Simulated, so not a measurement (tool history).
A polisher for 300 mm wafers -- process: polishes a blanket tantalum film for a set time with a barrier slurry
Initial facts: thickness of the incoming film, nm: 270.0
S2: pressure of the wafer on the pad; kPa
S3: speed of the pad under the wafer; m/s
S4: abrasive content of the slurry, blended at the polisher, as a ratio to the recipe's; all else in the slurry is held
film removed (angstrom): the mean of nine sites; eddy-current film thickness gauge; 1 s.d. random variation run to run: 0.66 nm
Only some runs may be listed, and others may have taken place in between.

Run 1, hour 0: flow of slurry (ml/min) 145, S2 15.2 kPa, S3 1 m/s, S4 1, polishing time (s) 31. Result: film removed (angstrom) 591.29.
Run 2, hour 1.1: flow of slurry (ml/min) 155, S2 17.2 kPa, S3 1 m/s, S4 1, polishing time (s) 31. Result: film removed (angstrom) 659.03.
Run 3, hour 2.6: flow of slurry (ml/min) 155, S2 19.3 kPa, S3 1.02 m/s, S4 1, polishing time (s) 31. Result: film removed (angstrom) 739.85.
Run 4, hour 9.5: flow of slurry (ml/min) 170, S2 19.3 kPa, S3 1.02 m/s, S4 1, polishing time (s) 31. Result: film removed (angstrom) 749.6.
Run 5, hour 18.4: flow of slurry (ml/min) 170, S2 20.7 kPa, S3 1.04 m/s, S4 1, polishing time (s) 31. Result: film removed (angstrom) 813.15.
Run 6, hour 20.7: flow of slurry (ml/min) 170, S2 20.7 kPa, S3 1.04 m/s, S4 0.9, polishing time (s) 31. Result: film removed (angstrom) 785.16.
Run 7, hour 24.3: flow of slurry (ml/min) 170, S2 21.4 kPa, S3 1.06 m/s, S4 0.9, polishing time (s) 31. Result: film removed (angstrom) 822.33.
Run 8, hour 32.4: flow of slurry (ml/min) 170, S2 22.1 kPa, S3 1.08 m/s, S4 0.9, polishing time (s) 31. Result: film removed (angstrom) 870.46.
Run 9, hour 39.4: flow of slurry (ml/min) 170, S2 22.8 kPa, S3 1.1 m/s, S4 0.9, polishing time (s) 31. Result: film removed (angstrom) 909.14.

Run 10 has not been measured yet. What should we expect?
Run 10, hour 47.2: flow of slurry (ml/min) 175, S2 23.4 kPa, S3 1.1 m/s, S4 0.9, polishing time (s) 31. Result: film removed (angstrom) ?.

{"run 10": {"film removed (angstrom)": 922.97}}

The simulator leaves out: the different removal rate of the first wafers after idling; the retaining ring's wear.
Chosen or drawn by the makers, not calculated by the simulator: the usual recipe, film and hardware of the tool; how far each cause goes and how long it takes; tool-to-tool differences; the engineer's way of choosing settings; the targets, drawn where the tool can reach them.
